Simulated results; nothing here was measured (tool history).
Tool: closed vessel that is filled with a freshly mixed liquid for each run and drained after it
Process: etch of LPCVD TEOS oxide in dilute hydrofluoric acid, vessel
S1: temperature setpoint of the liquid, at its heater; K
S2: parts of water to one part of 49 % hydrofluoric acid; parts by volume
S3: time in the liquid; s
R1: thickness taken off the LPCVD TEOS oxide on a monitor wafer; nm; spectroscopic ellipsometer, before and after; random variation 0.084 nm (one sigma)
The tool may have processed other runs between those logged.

run 1 day=0 | S1=295.15 S2=265 S3=175 | R1=9.2354
run 2 day=0.233 | S1=297.15 S2=265 S3=175 | R1=10.017
run 3 day=0.471 | S1=297.65 S2=265 S3=175 | R1=10.196
run 4 day=0.621 | S1=297.65 S2=265 S3=175 | R1=10.309
run 5 day=0.738 | S1=297.65 S2=190 S3=175 | R1=15.416
run 6 day=0.946 | S1=296.65 S2=190 S3=175 | R1=14.746

What will run 7 give?
run 7 day=1.2 | S1=296.15 S2=190 S3=175 | R1=?

{"run 7": {"R1": 14.615}}

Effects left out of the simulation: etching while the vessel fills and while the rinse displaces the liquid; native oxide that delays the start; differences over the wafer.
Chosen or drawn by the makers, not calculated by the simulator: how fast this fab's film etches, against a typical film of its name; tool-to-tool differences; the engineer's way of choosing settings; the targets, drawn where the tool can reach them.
